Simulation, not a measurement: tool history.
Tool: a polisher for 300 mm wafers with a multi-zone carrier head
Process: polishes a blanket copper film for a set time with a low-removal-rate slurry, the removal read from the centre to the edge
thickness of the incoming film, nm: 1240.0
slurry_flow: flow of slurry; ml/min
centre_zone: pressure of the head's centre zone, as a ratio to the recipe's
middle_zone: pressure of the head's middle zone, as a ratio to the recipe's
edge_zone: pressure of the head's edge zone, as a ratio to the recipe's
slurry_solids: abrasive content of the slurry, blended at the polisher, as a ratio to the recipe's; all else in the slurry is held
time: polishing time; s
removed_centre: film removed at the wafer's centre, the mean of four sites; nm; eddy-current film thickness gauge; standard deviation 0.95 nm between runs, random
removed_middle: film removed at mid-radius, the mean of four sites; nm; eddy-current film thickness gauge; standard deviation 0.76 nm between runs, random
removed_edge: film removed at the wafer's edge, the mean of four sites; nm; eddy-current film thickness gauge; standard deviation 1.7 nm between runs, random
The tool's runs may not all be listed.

run	day	slurry_flow	centre_zone	middle_zone	edge_zone	slurry_solids	time	removed_centre	removed_middle	removed_edge
1	0	165	1	1	1	1	36	102.62	100.29	101.26
2	0.075	170	0.98	0.99	1.04	1.1	37	105.64	104.07	111.3
3	0.292	180	0.98	1	1.07	1.15	37	106.74	106.53	112.72
4	0.525	180	0.98	1	1.07	1.15	45	129.83	129.49	137.02
5	0.596	180	1.03	1	1.07	1.15	45	135.35	129.56	134
6	0.675	180	0.99	1	1.07	1.15	45	131.93	129.01	134.31

The next listed run, before its measurement:
7	0.804	170	0.97	1	1.08	1.15	45	?	?	?

removed_centre: 126.49 nm
removed_middle: 128.97 nm
removed_edge: 139.8 nm
